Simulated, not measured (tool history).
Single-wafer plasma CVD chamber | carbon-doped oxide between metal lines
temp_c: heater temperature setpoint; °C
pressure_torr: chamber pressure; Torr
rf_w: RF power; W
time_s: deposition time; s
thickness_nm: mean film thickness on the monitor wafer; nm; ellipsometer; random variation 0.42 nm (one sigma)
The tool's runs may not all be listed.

run,hour,temp_c,pressure_torr,rf_w,time_s,thickness_nm
1,0,330,4.59,405,19.2,95.958
2,5.5,330,4.93,405,19.2,97.112
3,6.1,340,4.93,405,19.2,92.731
4,14.1,341,4.88,400,19.2,92.317
5,17.4,341,4.85,395,19.2,91.33
6,24.8,341,4.85,395,18.3,87.635
7,29.6,342,4.81,390,18.3,85.781

Run 8 comes next. What will it give?
8,35.8,343,4.77,390,18.3,?

Run 8 gave thickness_nm 85.36 nm.
